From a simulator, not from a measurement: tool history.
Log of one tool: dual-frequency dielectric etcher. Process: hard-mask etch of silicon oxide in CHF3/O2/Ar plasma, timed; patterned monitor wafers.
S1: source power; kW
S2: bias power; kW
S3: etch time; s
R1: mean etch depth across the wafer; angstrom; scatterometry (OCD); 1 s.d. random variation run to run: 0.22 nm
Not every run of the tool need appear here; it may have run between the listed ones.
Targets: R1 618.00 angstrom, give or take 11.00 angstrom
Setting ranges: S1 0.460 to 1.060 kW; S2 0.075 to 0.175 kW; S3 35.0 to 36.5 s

run    day     S1     S2    S3      R1
  1  0.000  0.760  0.125  35.0  691.25
  2  0.342  0.720  0.124  35.0  677.75
  3  0.550  0.690  0.123  35.0  662.23
  4  0.671  0.670  0.122  35.0  655.03
  5  0.817  0.670  0.122  36.5  684.89
  6  1.162  0.560  0.122  36.5  643.12
  7  1.250  0.550  0.122  36.5  636.30
  8  1.575  0.540  0.122  36.5  633.00

Below are 5 possible settings for the next run. Only one of them brings all results inside the allowed miss of their targets. Which is it?
  A  1.900  0.570  0.119  35.0   ?
  B  1.900  0.460  0.118  36.5   ?
  C  1.900  0.570  0.131  36.0   ?
  D  1.900  0.550  0.137  36.0   ?
  E  1.900  0.520  0.117  35.0   ?

move      R1
   A  610.29
   B  587.36
   C  642.17
   D  640.80
   E  587.75
A: each result inside its tolerance
B: takes the biggest miss from the last run beyond its target
C: lands further from the targets than the last run did
D: lands further from the targets than the last run did
E: takes the biggest miss from the last run beyond its target
Answer: A
